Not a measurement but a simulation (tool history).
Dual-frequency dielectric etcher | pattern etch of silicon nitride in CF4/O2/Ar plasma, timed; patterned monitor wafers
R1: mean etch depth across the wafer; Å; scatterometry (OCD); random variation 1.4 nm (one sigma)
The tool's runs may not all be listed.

run 1 hour=0.0 | source_power_(W)=720 bias_power_(W)=54 Ar_flow_(sccm)=128 CF4_flow_(sccm)=128 etch_time_(s)=81.5 | R1=2380.1
run 2 hour=4.9 | source_power_(W)=730 bias_power_(W)=54 Ar_flow_(sccm)=128 CF4_flow_(sccm)=128 etch_time_(s)=81.5 | R1=2372.8
run 3 hour=10.9 | source_power_(W)=740 bias_power_(W)=54 Ar_flow_(sccm)=128 CF4_flow_(sccm)=128 etch_time_(s)=81.5 | R1=2397.4
run 4 hour=18.5 | source_power_(W)=750 bias_power_(W)=54 Ar_flow_(sccm)=128 CF4_flow_(sccm)=128 etch_time_(s)=81.5 | R1=2427.6
run 5 hour=26.8 | source_power_(W)=750 bias_power_(W)=54 Ar_flow_(sccm)=128 CF4_flow_(sccm)=137 etch_time_(s)=81.5 | R1=2461.9
run 6 hour=32.7 | source_power_(W)=750 bias_power_(W)=50 Ar_flow_(sccm)=128 CF4_flow_(sccm)=137 etch_time_(s)=81.5 | R1=2376.7

Forecast run 7:
run 7 hour=40.1 | source_power_(W)=760 bias_power_(W)=50 Ar_flow_(sccm)=128 CF4_flow_(sccm)=137 etch_time_(s)=81.5 | R1=?

Run 7 gave R1 2407.3 Å.

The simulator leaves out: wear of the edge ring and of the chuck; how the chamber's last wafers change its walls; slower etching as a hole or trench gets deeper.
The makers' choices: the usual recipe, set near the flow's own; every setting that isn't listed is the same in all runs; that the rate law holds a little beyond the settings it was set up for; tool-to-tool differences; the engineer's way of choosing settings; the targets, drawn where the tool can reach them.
